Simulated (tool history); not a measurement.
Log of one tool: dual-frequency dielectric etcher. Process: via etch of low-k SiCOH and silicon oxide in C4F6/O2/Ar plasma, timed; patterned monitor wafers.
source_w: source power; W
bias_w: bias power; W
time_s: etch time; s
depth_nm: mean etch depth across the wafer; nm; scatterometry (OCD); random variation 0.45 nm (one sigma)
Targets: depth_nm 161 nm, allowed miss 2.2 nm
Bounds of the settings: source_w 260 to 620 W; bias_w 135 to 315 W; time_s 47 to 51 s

run	hour	source_w	bias_w	time_s	depth_nm
1	0	440	225	51	148.08
2	5.9	440	225	51	147.39
3	7.3	450	226	51	148.64
4	15.2	450	226	51	150.14
5	24.1	450	226	51	149.75
6	26.6	450	226	51	149.61
7	32.4	460	227	51	150.82
8	33.4	470	228	51	151.69
9	39.9	480	229	51	152.52
10	43.6	490	230	51	154.05
11	45.8	500	231	51	154.71
12	51.3	510	232	51	156.9
13	51.9	520	232	51	157.61

4 next moves are on the table. One of them brings every result within its allowed miss. Which?
A	52.5	600	227	50	?
B	52.5	520	234	49.5	?
C	52.5	520	231	49.5	?
D	52.5	510	230	49	?

move	depth_nm
A	160.79
B	153.5
C	152.88
D	150.2
A: meets every target
B: further off than the last run
C: further off than the last run
D: further off than the last run
Move A is the one to make.
